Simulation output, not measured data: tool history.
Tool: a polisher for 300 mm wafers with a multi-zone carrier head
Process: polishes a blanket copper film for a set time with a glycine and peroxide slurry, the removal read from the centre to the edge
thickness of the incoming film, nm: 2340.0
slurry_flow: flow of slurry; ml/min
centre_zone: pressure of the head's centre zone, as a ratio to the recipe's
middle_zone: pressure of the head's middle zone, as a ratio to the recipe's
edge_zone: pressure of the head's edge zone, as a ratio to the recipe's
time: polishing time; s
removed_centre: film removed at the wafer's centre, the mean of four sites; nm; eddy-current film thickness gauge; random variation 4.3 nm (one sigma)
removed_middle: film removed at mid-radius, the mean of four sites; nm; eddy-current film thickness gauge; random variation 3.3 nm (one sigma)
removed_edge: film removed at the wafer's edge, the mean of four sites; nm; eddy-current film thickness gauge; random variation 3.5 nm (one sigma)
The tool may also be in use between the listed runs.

Run 1, hour 0: slurry_flow 315 ml/min, centre_zone 1, middle_zone 1, edge_zone 1, time 66 s. Result: removed_centre 312.48 nm, removed_middle 320.12 nm, removed_edge 328.44 nm.
Run 2, hour 8.7: slurry_flow 325 ml/min, centre_zone 1.02, middle_zone 1.03, edge_zone 1, time 68 s. Result: removed_centre 325.38 nm, removed_middle 337.06 nm, removed_edge 335.43 nm.
Run 3, hour 10.6: slurry_flow 330 ml/min, centre_zone 1.03, middle_zone 1.06, edge_zone 1, time 70 s. Result: removed_centre 340.02 nm, removed_middle 358.74 nm, removed_edge 350.72 nm.
Run 4, hour 11.1: slurry_flow 335 ml/min, centre_zone 1.04, middle_zone 1.08, edge_zone 0.99, time 71 s. Result: removed_centre 337.58 nm, removed_middle 368.4 nm, removed_edge 348.46 nm.
Run 5, hour 20: slurry_flow 335 ml/min, centre_zone 1.04, middle_zone 1.08, edge_zone 0.99, time 65 s. Result: removed_centre 321.84 nm, removed_middle 336.13 nm, removed_edge 319.34 nm.
Run 6, hour 28.4: slurry_flow 335 ml/min, centre_zone 1.04, middle_zone 1.08, edge_zone 0.99, time 55 s. Result: removed_centre 272.52 nm, removed_middle 283.16 nm, removed_edge 271.26 nm.
Run 7, hour 30.7: slurry_flow 340 ml/min, centre_zone 1.05, middle_zone 1.1, edge_zone 0.99, time 59 s. Result: removed_centre 292.17 nm, removed_middle 313.95 nm, removed_edge 289.11 nm.
Run 8, hour 34.8: slurry_flow 395 ml/min, centre_zone 1.15, middle_zone 1.19, edge_zone 1.09, time 76 s. Result: removed_centre 413.02 nm, removed_middle 436.4 nm, removed_edge 394.95 nm.
Run 9, hour 39.7: slurry_flow 395 ml/min, centre_zone 1.14, middle_zone 1.19, edge_zone 1.08, time 76 s. Result: removed_centre 401.04 nm, removed_middle 435.26 nm, removed_edge 400.37 nm.
Run 10, hour 47.2: slurry_flow 395 ml/min, centre_zone 1.14, middle_zone 1.19, edge_zone 1.06, time 76 s. Result: removed_centre 404.47 nm, removed_middle 436.87 nm, removed_edge 388.81 nm.

Forecast run 11:
Run 11, hour 52.4: slurry_flow 395 ml/min, centre_zone 1.14, middle_zone 1.19, edge_zone 1.05, time 76 s. Result: removed_centre ?, removed_middle ?, removed_edge ?.

{"run 11": {"removed_centre": 405.19, "removed_middle": 436.77, "removed_edge": 388.1}}
